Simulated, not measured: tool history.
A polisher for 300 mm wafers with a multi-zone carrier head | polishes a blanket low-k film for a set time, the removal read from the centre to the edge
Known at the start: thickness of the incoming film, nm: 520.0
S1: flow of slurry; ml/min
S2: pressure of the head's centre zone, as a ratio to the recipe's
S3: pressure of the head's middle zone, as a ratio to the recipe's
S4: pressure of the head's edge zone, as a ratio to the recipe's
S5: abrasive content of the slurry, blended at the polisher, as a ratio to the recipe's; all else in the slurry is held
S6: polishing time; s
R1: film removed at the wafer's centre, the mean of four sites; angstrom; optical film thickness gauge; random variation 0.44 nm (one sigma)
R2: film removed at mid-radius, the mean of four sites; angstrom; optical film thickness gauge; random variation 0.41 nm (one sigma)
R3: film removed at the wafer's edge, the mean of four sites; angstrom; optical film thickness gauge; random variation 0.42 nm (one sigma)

Run 1, hour 0.0: S1 240 ml/min, S2 1.00, S3 1.00, S4 1.00, S5 1.00, S6 71 s. Result: R1 290.72 angstrom, R2 303.00 angstrom, R3 290.17 angstrom.
Run 2, hour 4.2: S1 265 ml/min, S2 1.00, S3 1.00, S4 1.00, S5 1.00, S6 71 s. Result: R1 297.16 angstrom, R2 301.48 angstrom, R3 301.06 angstrom.
Run 3, hour 12.0: S1 280 ml/min, S2 1.01, S3 1.02, S4 1.02, S5 1.05, S6 71 s. Result: R1 308.14 angstrom, R2 307.68 angstrom, R3 305.67 angstrom.
Run 4, hour 18.7: S1 280 ml/min, S2 1.01, S3 1.02, S4 1.02, S5 1.05, S6 62 s. Result: R1 264.09 angstrom, R2 275.88 angstrom, R3 272.08 angstrom.
Run 5, hour 26.2: S1 310 ml/min, S2 1.01, S3 1.02, S4 1.02, S5 1.05, S6 62 s. Result: R1 273.20 angstrom, R2 282.50 angstrom, R3 268.19 angstrom.
Run 6, hour 34.1: S1 280 ml/min, S2 1.01, S3 1.02, S4 1.02, S5 1.05, S6 62 s. Result: R1 265.18 angstrom, R2 268.85 angstrom, R3 273.23 angstrom.
At hour 39.2: worn pad replaced by a new one.
Run 7, hour 39.2: S1 285 ml/min, S2 1.01, S3 1.04, S4 1.03, S5 1.15, S6 65 s. Result: R1 320.81 angstrom, R2 325.12 angstrom, R3 319.95 angstrom.
Run 8, hour 46.8: S1 280 ml/min, S2 1.02, S3 1.06, S4 1.06, S5 1.20, S6 65 s. Result: R1 331.31 angstrom, R2 340.20 angstrom, R3 334.58 angstrom.
Run 9, hour 49.1: S1 275 ml/min, S2 1.03, S3 1.06, S4 1.08, S5 1.25, S6 65 s. Result: R1 333.33 angstrom, R2 348.98 angstrom, R3 343.81 angstrom.
Run 10, hour 57.8: S1 270 ml/min, S2 1.05, S3 1.05, S4 1.10, S5 1.30, S6 65 s. Result: R1 341.06 angstrom, R2 348.83 angstrom, R3 345.67 angstrom.

Run 11 comes next. What will it give?
Run 11, hour 65.0: S1 275 ml/min, S2 1.05, S3 1.04, S4 1.12, S5 1.35, S6 66 s. Result: R1 ?, R2 ?, R3 ?.

Run 11 gave R1 349.45 angstrom, R2 357.31 angstrom, R3 361.19 angstrom.
